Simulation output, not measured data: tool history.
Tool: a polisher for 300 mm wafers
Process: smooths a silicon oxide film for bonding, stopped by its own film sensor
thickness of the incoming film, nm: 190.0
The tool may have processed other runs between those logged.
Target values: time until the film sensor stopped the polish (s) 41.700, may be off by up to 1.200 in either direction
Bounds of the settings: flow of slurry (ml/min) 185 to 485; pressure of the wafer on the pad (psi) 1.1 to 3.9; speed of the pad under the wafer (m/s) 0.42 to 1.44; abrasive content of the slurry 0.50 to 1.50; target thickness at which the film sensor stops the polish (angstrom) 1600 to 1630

run	hour	flow of slurry (ml/min)	pressure of the wafer on the pad (psi)	speed of the pad under the wafer (m/s)	abrasive content of the slurry	target thickness at which the film sensor stops the polish (angstrom)	time until the film sensor stopped the polish (s)
1	0.0	310	2.5	0.92	1.00	1600	34.037
2	1.4	310	2.5	0.92	1.00	1600	34.425
3	2.0	310	2.5	0.92	1.15	1600	32.836
4	3.7	310	2.5	0.92	1.15	1630	29.501
5	6.9	310	2.3	0.92	1.15	1630	31.570
6	14.0	310	2.3	0.92	1.15	1600	35.024
7	17.8	310	2.2	0.92	1.15	1600	36.509
8	20.2	310	2.1	0.92	1.15	1600	38.375
9	26.1	310	2.0	0.92	1.15	1600	40.311

Next run, 5 choices. One meets every target within its allowed miss, the rest don't. Which?
A	32.0	220	1.8	0.88	1.50	1630	?
B	32.0	285	2.0	0.90	1.15	1610	?
C	32.0	185	2.6	0.72	0.95	1620	?
D	32.0	280	1.5	1.04	1.50	1620	?
E	32.0	380	2.4	0.74	1.25	1610	?

move	time until the film sensor stopped the polish (s)
A	38.083
B	39.511
C	41.213
D	39.489
E	36.977
A: further off than the last run
B: further off than the last run
C: meets every target
D: further off than the last run
E: further off than the last run
So the answer is move C, the one that meets all the targets.
